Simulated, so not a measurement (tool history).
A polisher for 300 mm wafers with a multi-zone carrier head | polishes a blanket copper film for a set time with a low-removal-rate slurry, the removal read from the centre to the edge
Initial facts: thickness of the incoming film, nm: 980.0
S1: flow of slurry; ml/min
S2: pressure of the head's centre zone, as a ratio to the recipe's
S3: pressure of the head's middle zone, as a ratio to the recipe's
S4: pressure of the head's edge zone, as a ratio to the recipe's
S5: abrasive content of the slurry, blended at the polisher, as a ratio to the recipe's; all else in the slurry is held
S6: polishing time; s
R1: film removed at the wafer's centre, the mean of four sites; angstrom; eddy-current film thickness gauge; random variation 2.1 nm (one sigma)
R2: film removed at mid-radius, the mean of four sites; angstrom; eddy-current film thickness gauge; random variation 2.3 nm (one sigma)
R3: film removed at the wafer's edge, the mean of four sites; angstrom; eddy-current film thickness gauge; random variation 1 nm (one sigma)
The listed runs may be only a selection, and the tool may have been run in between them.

run	hour	S1	S2	S3	S4	S5	S6	R1	R2	R3
1	0.0	250	1.00	1.00	1.00	1.00	65	1412.9	1366.9	1347.6
2	6.1	250	1.04	1.00	1.00	1.00	65	1425.7	1365.9	1317.7
3	12.0	250	1.04	1.03	1.00	1.00	65	1464.4	1430.1	1338.6
4	16.6	260	1.04	1.05	1.03	1.05	65	1474.7	1458.2	1373.3
5	24.2	260	1.04	1.05	1.03	0.85	65	1435.9	1374.2	1300.2
6	28.4	265	1.05	1.07	1.05	0.95	65	1480.8	1473.5	1347.4

What does the tool deliver on the next run?
7	35.7	270	1.05	1.07	1.07	1.00	65	?	?	?

For run 7 the tool returned R1 1441.0 angstrom, R2 1506.3 angstrom, R3 1401.1 angstrom.

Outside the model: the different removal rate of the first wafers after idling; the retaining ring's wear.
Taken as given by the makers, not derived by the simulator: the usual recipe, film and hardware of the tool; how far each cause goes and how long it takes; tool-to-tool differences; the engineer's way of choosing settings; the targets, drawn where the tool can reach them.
